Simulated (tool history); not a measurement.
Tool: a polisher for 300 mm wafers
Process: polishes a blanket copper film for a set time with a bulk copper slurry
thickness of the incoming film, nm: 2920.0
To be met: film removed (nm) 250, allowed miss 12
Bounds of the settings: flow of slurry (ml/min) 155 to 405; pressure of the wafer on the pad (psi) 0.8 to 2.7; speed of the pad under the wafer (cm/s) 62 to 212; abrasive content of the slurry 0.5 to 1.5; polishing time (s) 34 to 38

run	hour	flow of slurry (ml/min)	pressure of the wafer on the pad (psi)	speed of the pad under the wafer (cm/s)	abrasive content of the slurry	polishing time (s)	film removed (nm)
1	0	260	1.7	136	1	38	318.45
2	2	225	1.7	136	1	38	310.62
3	3.3	225	1.7	136	0.9	38	311.65
4	8.8	225	1.6	136	0.9	38	292.86
5	11.6	225	1.5	136	0.9	38	277.61
6	18.5	225	1.7	136	0.9	38	307.14
7	25.2	225	1.7	136	0.9	38	313.4
8	27.9	225	1.6	136	0.9	38	292.01

4 next moves are on the table. One of them brings every result within its allowed miss. Which?
A	30.6	245	2.1	114	0.8	38	?
B	30.6	260	1.7	142	0.95	38	?
C	30.6	195	1.7	130	0.9	37	?
D	30.6	225	1.5	134	1.05	34	?

move	film removed (nm)
A	306.09
B	330.66
C	280.82
D	253.14
A: further off than the last run
B: further off than the last run
C: nearer than the last run, and not there yet
D: meets every target
Move D is the one to make.
